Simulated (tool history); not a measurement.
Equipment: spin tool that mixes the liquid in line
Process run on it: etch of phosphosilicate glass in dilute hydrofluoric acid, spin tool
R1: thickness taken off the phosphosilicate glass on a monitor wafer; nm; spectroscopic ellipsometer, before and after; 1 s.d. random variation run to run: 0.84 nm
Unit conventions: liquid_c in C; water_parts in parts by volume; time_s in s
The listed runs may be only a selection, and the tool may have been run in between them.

{"run": 1, "day": 0.0, "liquid_c": 21.0, "water_parts": 175, "time_s": 90, "R1": 53.584}
{"run": 2, "day": 0.304, "liquid_c": 21.0, "water_parts": 225, "time_s": 90, "R1": 39.858}
{"run": 3, "day": 0.5, "liquid_c": 22.0, "water_parts": 205, "time_s": 90, "R1": 46.518}
{"run": 4, "day": 0.588, "liquid_c": 23.0, "water_parts": 190, "time_s": 90, "R1": 52.753}
{"run": 5, "day": 0.879, "liquid_c": 23.5, "water_parts": 175, "time_s": 90, "R1": 59.775}
{"run": 6, "day": 1.088, "liquid_c": 23.5, "water_parts": 115, "time_s": 90, "R1": 96.655}
{"run": 7, "day": 1.208, "liquid_c": 24.0, "water_parts": 115, "time_s": 90, "R1": 98.905}
{"run": 8, "day": 1.35, "liquid_c": 24.0, "water_parts": 115, "time_s": 90, "R1": 99.305}

What does the tool deliver on the next run?
{"run": 9, "day": 1.492, "liquid_c": 24.5, "water_parts": 115, "time_s": 90, "R1": "?"}

{"run 9": {"R1": 100.68}}
